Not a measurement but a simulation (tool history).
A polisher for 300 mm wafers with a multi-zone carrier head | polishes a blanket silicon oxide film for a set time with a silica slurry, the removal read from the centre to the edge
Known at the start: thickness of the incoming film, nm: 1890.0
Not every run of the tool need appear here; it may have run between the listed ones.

run,hour,flow of slurry (ml/min),pressure of the head's centre zone,pressure of the head's middle zone,pressure of the head's edge zone,abrasive content of the slurry,polishing time (s),film removed at the wafer's centre (angstrom),film removed at mid-radius (angstrom),film removed at the wafer's edge (angstrom)
1,0,170,1,1,1,1,55,1122.3,1198.1,1196.7
2,2,170,1,0.92,1,1,55,1107.2,1101.5,1176
3,4.9,170,1,0.88,1,1,55,1117,1097.4,1189.7
4,9.4,165,1.01,0.87,0.97,0.95,55,1078,1038.9,1144.4
5,11.2,200,1.01,0.87,0.97,0.95,55,1128.5,1063.8,1171.3
6,17.9,200,1.01,0.83,0.97,0.95,55,1135.1,1032.4,1180.7
7,24.7,190,1.02,0.84,0.94,0.9,55,1099.8,1010.7,1135

Forecast run 8:
8,28.3,185,1.03,0.85,0.92,0.85,55,?,?,?

film removed at the wafer's centre (angstrom): 1059.3
film removed at mid-radius (angstrom): 1007.7
film removed at the wafer's edge (angstrom): 1068
